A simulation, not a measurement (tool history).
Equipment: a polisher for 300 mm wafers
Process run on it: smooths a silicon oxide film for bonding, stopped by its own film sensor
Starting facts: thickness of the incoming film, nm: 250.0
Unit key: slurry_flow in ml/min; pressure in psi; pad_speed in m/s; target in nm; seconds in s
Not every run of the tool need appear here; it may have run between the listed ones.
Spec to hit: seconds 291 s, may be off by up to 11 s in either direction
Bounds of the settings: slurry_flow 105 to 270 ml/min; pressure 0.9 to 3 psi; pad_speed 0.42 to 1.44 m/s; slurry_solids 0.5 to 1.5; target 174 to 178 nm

run  hour  slurry_flow  pressure  pad_speed  slurry_solids  target  seconds
  1     0          175       1.9       0.92              1     178   127.11
  2   1.2          175       1.7       0.86              1     178    150.6
  3   6.5          175       1.6       0.82              1     178   160.45
  4  13.4          175       1.5       0.78              1     178   175.68
  5  14.5          175       1.4       0.74              1     178   193.67
  6  20.8          175       1.3       0.72              1     178   209.25
  7  21.4          175       1.3       0.72              1     178   206.67
  8  28.3          175       1.2        0.7              1     178   220.68
  9  34.2          175       1.1       0.68              1     178   242.27
 10  34.8          165       0.9        0.6              1     178   310.89
 11  41.7          170       0.9        0.6              1     178   305.51
 12  43.2          175       0.9        0.6              1     178   301.83
 13  50.2          180       0.9        0.6              1     178   307.64

Of the 4 settings listed for the next run, only one would bring every result within its allowed miss of target. Which one?
  A  57.2          195       0.9       0.56              1     177        ?
  B  57.2          195       1.1       0.48              1     176        ?
  C  57.2          160         1       0.46            1.1     177        ?
  D  57.2          205       1.1       0.52           1.15     175        ?

move  seconds
   A   318.17
   B   321.28
   C   345.63
   D   289.58
A: lands further from the targets than the last run did
B: lands further from the targets than the last run did
C: lands further from the targets than the last run did
D: hits every target within its allowed miss
Go with D: it meets all targets.
